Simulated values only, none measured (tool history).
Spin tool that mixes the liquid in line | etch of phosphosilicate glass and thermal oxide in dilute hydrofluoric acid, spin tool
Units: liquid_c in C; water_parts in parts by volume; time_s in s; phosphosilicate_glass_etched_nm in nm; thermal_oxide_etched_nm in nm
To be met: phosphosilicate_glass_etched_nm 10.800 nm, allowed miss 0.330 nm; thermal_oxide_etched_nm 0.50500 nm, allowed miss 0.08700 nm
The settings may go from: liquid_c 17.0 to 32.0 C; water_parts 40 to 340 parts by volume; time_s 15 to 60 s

run,day,liquid_c,water_parts,time_s,phosphosilicate_glass_etched_nm,thermal_oxide_etched_nm
1,0.000,24.0,190,30,13.911,0.61594
2,0.279,24.0,135,30,20.778,0.98037
3,0.529,24.0,105,30,27.559,1.34780
4,0.838,23.0,115,30,24.435,1.15680
5,1.038,23.0,70,30,42.161,1.88510
6,1.112,23.0,90,30,31.880,1.54590
7,1.329,19.0,165,30,13.700,0.64841
8,1.704,18.5,170,30,12.927,0.64493
9,1.904,18.5,175,30,12.407,0.59368
10,2.054,18.0,180,30,11.996,0.53342
11,2.375,17.5,185,30,11.304,0.51833

Which of these 5 next moves meets every target?
A,2.696,19.0,105,15,?,?
B,2.696,21.0,340,60,?,?
C,2.696,19.0,340,60,?,?
D,2.696,17.5,245,40,?,?
E,2.696,20.5,280,50,?,?

move,phosphosilicate_glass_etched_nm,thermal_oxide_etched_nm
A,11.403,0.55160
B,12.115,0.58603
C,11.279,0.54559
D,10.709,0.51805
E,12.709,0.61475
A: further off than the last run
B: further off than the last run
C: as far off as the last run
D: meets every target
E: further off than the last run
Answer: D
